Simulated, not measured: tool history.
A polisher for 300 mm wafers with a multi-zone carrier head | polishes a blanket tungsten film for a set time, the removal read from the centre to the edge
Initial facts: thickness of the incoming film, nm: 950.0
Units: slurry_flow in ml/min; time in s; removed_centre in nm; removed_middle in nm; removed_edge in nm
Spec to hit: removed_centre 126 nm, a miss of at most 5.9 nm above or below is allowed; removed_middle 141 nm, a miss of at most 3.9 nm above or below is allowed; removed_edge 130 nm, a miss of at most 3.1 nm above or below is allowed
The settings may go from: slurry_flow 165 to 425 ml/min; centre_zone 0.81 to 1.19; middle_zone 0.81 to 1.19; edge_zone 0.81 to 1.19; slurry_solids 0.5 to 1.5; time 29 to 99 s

{"run": 1, "hour": 0.0, "slurry_flow": 275, "centre_zone": 1, "middle_zone": 1, "edge_zone": 1, "slurry_solids": 1, "time": 64, "removed_centre": 198.75, "removed_middle": 209.96, "removed_edge": 205.61}
{"run": 2, "hour": 5.7, "slurry_flow": 275, "centre_zone": 1, "middle_zone": 0.95, "edge_zone": 1, "slurry_solids": 1, "time": 64, "removed_centre": 205.23, "removed_middle": 202.24, "removed_edge": 206.61}
{"run": 3, "hour": 9.7, "slurry_flow": 270, "centre_zone": 0.97, "middle_zone": 0.96, "edge_zone": 0.95, "slurry_solids": 0.85, "time": 58, "removed_centre": 168.56, "removed_middle": 176.49, "removed_edge": 177.72}
{"run": 4, "hour": 12.0, "slurry_flow": 270, "centre_zone": 0.97, "middle_zone": 0.96, "edge_zone": 0.95, "slurry_solids": 0.85, "time": 49, "removed_centre": 143.41, "removed_middle": 149.55, "removed_edge": 149.92}
{"run": 5, "hour": 18.2, "slurry_flow": 215, "centre_zone": 0.97, "middle_zone": 0.96, "edge_zone": 0.95, "slurry_solids": 0.85, "time": 49, "removed_centre": 137.74, "removed_middle": 144.8, "removed_edge": 145.54}
{"run": 6, "hour": 20.9, "slurry_flow": 215, "centre_zone": 0.97, "middle_zone": 0.96, "edge_zone": 0.95, "slurry_solids": 0.85, "time": 33, "removed_centre": 94.826, "removed_middle": 97.757, "removed_edge": 97.326}
{"run": 7, "hour": 29.4, "slurry_flow": 265, "centre_zone": 0.96, "middle_zone": 0.99, "edge_zone": 0.96, "slurry_solids": 1, "time": 36, "removed_centre": 110.35, "removed_middle": 116.72, "removed_edge": 113.49}
{"run": 8, "hour": 38.3, "slurry_flow": 340, "centre_zone": 0.96, "middle_zone": 1.08, "edge_zone": 1.02, "slurry_solids": 1.05, "time": 36, "removed_centre": 114.28, "removed_middle": 129.81, "removed_edge": 121.07}
{"run": 9, "hour": 42.7, "slurry_flow": 355, "centre_zone": 0.97, "middle_zone": 1.09, "edge_zone": 1.04, "slurry_solids": 1.1, "time": 36, "removed_centre": 117.9, "removed_middle": 131.91, "removed_edge": 122.9}
{"run": 10, "hour": 43.7, "slurry_flow": 360, "centre_zone": 0.99, "middle_zone": 1.14, "edge_zone": 1.11, "slurry_solids": 1.25, "time": 37, "removed_centre": 128.46, "removed_middle": 145.31, "removed_edge": 135.89}
{"run": 11, "hour": 51.7, "slurry_flow": 360, "centre_zone": 0.99, "middle_zone": 1.13, "edge_zone": 1.09, "slurry_solids": 1.25, "time": 37, "removed_centre": 127.49, "removed_middle": 144.47, "removed_edge": 135.96}
{"run": 12, "hour": 54.9, "slurry_flow": 360, "centre_zone": 0.99, "middle_zone": 1.12, "edge_zone": 1.07, "slurry_solids": 1.25, "time": 37, "removed_centre": 125.65, "removed_middle": 142.17, "removed_edge": 132.91}

5 next moves are on the table. One of them brings every result within its allowed miss. Which?
{"run": "A", "hour": 58.1, "slurry_flow": 385, "centre_zone": 0.94, "middle_zone": 1.07, "edge_zone": 1.05, "slurry_solids": 1.2, "time": 40, "removed_centre": "?", "removed_middle": "?", "removed_edge": "?"}
{"run": "B", "hour": 58.1, "slurry_flow": 380, "centre_zone": 0.99, "middle_zone": 1.1, "edge_zone": 1.03, "slurry_solids": 1.45, "time": 35, "removed_centre": "?", "removed_middle": "?", "removed_edge": "?"}
{"run": "C", "hour": 58.1, "slurry_flow": 400, "centre_zone": 1.06, "middle_zone": 1.07, "edge_zone": 1.16, "slurry_solids": 1.35, "time": 36, "removed_centre": "?", "removed_middle": "?", "removed_edge": "?"}
{"run": "D", "hour": 58.1, "slurry_flow": 305, "centre_zone": 0.95, "middle_zone": 1.04, "edge_zone": 1.09, "slurry_solids": 1.25, "time": 39, "removed_centre": "?", "removed_middle": "?", "removed_edge": "?"}
{"run": "E", "hour": 58.1, "slurry_flow": 355, "centre_zone": 0.96, "middle_zone": 1.19, "edge_zone": 1.14, "slurry_solids": 1.5, "time": 33, "removed_centre": "?", "removed_middle": "?", "removed_edge": "?"}

move=A removed_centre=129.88 removed_middle=149.8 removed_edge=142.15
move=B removed_centre=125.55 removed_middle=140.68 removed_edge=129.15
move=C removed_centre=136.39 removed_middle=139.22 removed_edge=138.97
move=D removed_centre=126.41 removed_middle=141.13 removed_edge=140.51
move=E removed_centre=115.13 removed_middle=142.38 removed_edge=128.55
A: the biggest miss grows against the last run
B: each result inside its tolerance
C: the biggest miss grows against the last run
D: the biggest miss grows against the last run
E: brings the last run's worst result on target, with another outside its allowed miss
So the answer is move B, the one that meets all the targets.
